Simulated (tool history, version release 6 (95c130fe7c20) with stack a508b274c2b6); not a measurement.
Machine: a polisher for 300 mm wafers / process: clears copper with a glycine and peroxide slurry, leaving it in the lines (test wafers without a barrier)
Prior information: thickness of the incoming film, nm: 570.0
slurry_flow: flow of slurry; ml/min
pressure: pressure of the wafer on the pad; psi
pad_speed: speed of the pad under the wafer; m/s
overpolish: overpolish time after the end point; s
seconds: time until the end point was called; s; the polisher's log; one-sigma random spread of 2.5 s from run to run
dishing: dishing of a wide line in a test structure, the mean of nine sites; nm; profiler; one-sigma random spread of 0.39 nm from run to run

run	hour	slurry_flow	pressure	pad_speed	overpolish	seconds	dishing
1	0.0	155	2.7	0.96	11	118.45	30.660
2	5.2	155	3.2	0.96	11	108.14	34.225
3	11.8	140	3.2	0.96	11	106.60	33.553
4	16.4	140	3.2	0.96	7	105.40	23.501
5	16.9	140	2.8	0.96	7	119.88	21.422
6	23.7	135	2.7	0.92	9	126.63	25.400
7	31.2	135	2.7	0.88	10	128.15	27.237
# hour 39.4: head pressure recalibrated
8	39.4	135	2.6	0.84	11	129.79	29.492
9	47.8	135	2.5	0.78	12	134.57	28.816
10	56.0	110	1.8	0.82	18	175.62	33.331
11	56.5	120	1.9	0.82	18	165.86	34.919

Run 12 comes next. What will it give?
12	59.1	125	1.9	0.82	18	?	?

{"run 12": {"seconds": 164.29, "dishing": 35.461}}
